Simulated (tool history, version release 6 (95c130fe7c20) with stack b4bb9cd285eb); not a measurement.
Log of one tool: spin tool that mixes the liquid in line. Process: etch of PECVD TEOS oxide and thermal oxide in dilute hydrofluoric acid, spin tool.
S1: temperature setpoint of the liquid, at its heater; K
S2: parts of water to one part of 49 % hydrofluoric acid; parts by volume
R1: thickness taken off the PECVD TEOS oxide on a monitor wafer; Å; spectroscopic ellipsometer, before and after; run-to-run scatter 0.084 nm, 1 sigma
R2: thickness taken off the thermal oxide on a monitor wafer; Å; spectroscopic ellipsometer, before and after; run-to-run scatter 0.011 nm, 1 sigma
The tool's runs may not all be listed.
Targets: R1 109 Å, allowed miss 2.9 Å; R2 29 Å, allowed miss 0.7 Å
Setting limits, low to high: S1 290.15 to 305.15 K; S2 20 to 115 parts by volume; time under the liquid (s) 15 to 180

run 1 hour=0 | S1=297.15 S2=65 time_under_the_liquid_(s)=90 | R1=266.66 R2=71.425
run 2 hour=4.6 | S1=300.15 S2=65 time_under_the_liquid_(s)=90 | R1=302.29 R2=80.569
run 3 hour=10.3 | S1=298.65 S2=70 time_under_the_liquid_(s)=90 | R1=262.02 R2=69.937
run 4 hour=10.8 | S1=297.15 S2=75 time_under_the_liquid_(s)=90 | R1=229.36 R2=61.218
run 5 hour=13.3 | S1=297.15 S2=65 time_under_the_liquid_(s)=90 | R1=268.27 R2=71.198
run 6 hour=19 | S1=297.15 S2=75 time_under_the_liquid_(s)=90 | R1=228.78 R2=60.746
run 7 hour=20 | S1=296.15 S2=80 time_under_the_liquid_(s)=90 | R1=204.43 R2=54.303
run 8 hour=22.7 | S1=295.15 S2=85 time_under_the_liquid_(s)=90 | R1=188.05 R2=49.003
run 9 hour=27.7 | S1=294.65 S2=90 time_under_the_liquid_(s)=90 | R1=169.43 R2=45.305
run 10 hour=31.5 | S1=294.15 S2=95 time_under_the_liquid_(s)=90 | R1=156.84 R2=41.676
run 11 hour=36.5 | S1=293.65 S2=100 time_under_the_liquid_(s)=90 | R1=145.73 R2=38.319

Exactly one of the 4 candidate moves below puts every result within its allowed miss. Which one?
run A hour=41.5 | S1=293.15 S2=85 time_under_the_liquid_(s)=90 | R1=? R2=?
run B hour=41.5 | S1=290.15 S2=115 time_under_the_liquid_(s)=135 | R1=? R2=?
run C hour=41.5 | S1=292.15 S2=115 time_under_the_liquid_(s)=160 | R1=? R2=?
run D hour=41.5 | S1=297.65 S2=80 time_under_the_liquid_(s)=45 | R1=? R2=?

move=A R1=169.72 R2=44.988
move=B R1=160.79 R2=42.621
move=C R1=207.03 R2=54.878
move=D R1=108.97 R2=28.885
A: moves away from the targets compared with the last run
B: moves away from the targets compared with the last run
C: moves away from the targets compared with the last run
D: every result within its allowed miss
Answer: D
